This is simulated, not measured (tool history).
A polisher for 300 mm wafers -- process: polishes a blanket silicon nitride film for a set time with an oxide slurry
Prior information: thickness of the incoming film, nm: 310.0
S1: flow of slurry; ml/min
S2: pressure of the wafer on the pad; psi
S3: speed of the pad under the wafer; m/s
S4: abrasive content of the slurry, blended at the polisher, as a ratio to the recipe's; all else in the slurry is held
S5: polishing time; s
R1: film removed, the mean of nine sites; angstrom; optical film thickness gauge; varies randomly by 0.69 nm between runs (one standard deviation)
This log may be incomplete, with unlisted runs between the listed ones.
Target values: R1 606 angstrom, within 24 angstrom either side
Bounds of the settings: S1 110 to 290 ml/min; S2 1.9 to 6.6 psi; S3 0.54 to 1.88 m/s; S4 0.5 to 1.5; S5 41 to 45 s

run,hour,S1,S2,S3,S4,S5,R1
1,0,185,4.2,1.2,1,45,380.1
2,7.6,185,4.4,1.2,1,45,398.57
3,8.2,185,4.4,1.2,0.85,45,374.34
4,12.5,185,4.6,1.2,0.85,45,387.76
5,18.9,185,4.6,1.2,1.05,45,421.11
6,19.7,210,4.6,1.2,1.05,45,419.46
7,28,210,4.8,1.2,1.05,45,431.72
8,34.7,210,5,1.2,1.05,45,446.41

5 candidate next runs follow, results not yet known. Just one meets every target within its allowed miss. Identify it.
A,41.4,190,5,1.02,1,41,?
B,41.4,200,3.8,0.94,1.1,42,?
C,41.4,240,3.9,1.02,1.1,41,?
D,41.4,215,5.8,1.38,1.05,45,?
E,41.4,250,4.1,1.34,0.6,41,?

move,R1
A,362.93
B,276.8
C,301.53
D,604.05
E,323.77
A: moves away from the targets compared with the last run
B: moves away from the targets compared with the last run
C: moves away from the targets compared with the last run
D: every result within its allowed miss
E: moves away from the targets compared with the last run
D is the move that brings every result within its allowed miss.

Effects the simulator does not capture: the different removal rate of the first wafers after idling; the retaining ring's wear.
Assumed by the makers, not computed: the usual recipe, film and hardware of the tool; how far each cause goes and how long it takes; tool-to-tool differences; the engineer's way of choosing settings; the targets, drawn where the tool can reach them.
